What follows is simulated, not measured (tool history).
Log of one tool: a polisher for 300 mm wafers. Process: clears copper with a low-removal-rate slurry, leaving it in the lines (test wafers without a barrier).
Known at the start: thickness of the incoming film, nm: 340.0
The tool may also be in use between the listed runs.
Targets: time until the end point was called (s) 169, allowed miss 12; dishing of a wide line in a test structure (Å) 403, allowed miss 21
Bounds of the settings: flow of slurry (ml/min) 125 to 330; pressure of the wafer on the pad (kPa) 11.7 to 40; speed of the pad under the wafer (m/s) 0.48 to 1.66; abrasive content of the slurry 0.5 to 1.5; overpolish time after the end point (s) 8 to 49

run,hour,flow of slurry (ml/min),pressure of the wafer on the pad (kPa),speed of the pad under the wafer (m/s),abrasive content of the slurry,overpolish time after the end point (s),time until the end point was called (s),dishing of a wide line in a test structure (Å)
1,0,210,25.5,1.06,1,25,79.143,530.94
2,8.6,210,20,1.06,1,25,97.95,444.79
3,15.2,210,17.2,0.98,1,29,123.98,423.33
4,17.4,210,17.2,1.16,1,29,103.01,465.57
5,19.1,210,11.7,1.16,1,29,153.95,358.27
6,27.1,255,11.7,1.16,1,29,151.23,361.11
7,28,255,11.7,1.12,1,31,149.18,375.53
8,35.3,255,11.7,1.06,1,33,162.98,368.55

5 next moves are on the table. One of them brings every result within its allowed miss. Which?
A,42.6,185,12.4,1.02,1.05,39,?,?
B,42.6,235,11.7,1.04,0.9,33,?,?
C,42.6,230,13.1,1.1,1.1,26,?,?
D,42.6,220,13.1,0.94,1.25,29,?,?
E,42.6,305,13.1,1.06,0.9,36,?,?

move,time until the end point was called (s),dishing of a wide line in a test structure (Å)
A,167.39,418.77
B,173.4,366.35
C,142.48,360.34
D,162.48,354.94
E,149.39,430.14
A: meets every target
B: further off than the last run
C: further off than the last run
D: further off than the last run
E: takes the result that was furthest off past its target
Move A is the one to make.
